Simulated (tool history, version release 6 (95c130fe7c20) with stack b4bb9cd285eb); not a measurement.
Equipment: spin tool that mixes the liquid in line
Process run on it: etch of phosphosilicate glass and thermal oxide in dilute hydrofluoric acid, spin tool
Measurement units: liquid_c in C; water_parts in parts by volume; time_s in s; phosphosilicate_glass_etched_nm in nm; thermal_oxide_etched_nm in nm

run    day  liquid_c  water_parts  time_s  phosphosilicate_glass_etched_nm  thermal_oxide_etched_nm
  1  0.000      25.0          285      30                          12.3170                  0.35142
  2  0.058      24.0          305      30                          11.0240                  0.38693
  3  0.425      24.5          330      30                          10.0530                  0.30058
  4  0.479      24.5          330      35                          11.8050                  0.40960
  5  0.796      24.5          355      35                          10.7840                  0.37714
  6  1.079      24.5          375      35                           9.9093                  0.30259
  7  1.296      24.0          390      35                           9.2162                  0.32628
  8  1.600      24.0          405      35                           8.7803                  0.33651
  9  1.688      24.5          420      35                           8.6606                  0.28563
 10  2.042      20.5          510      35                           5.7251                  0.19104
 11  2.083      20.0          510      35                           5.6192                  0.16971

Forecast run 12:
 12  2.450      21.0          510      30                                ?                        ?

Run 12 measured phosphosilicate_glass_etched_nm 4.9819 nm, thermal_oxide_etched_nm 0.18818 nm.
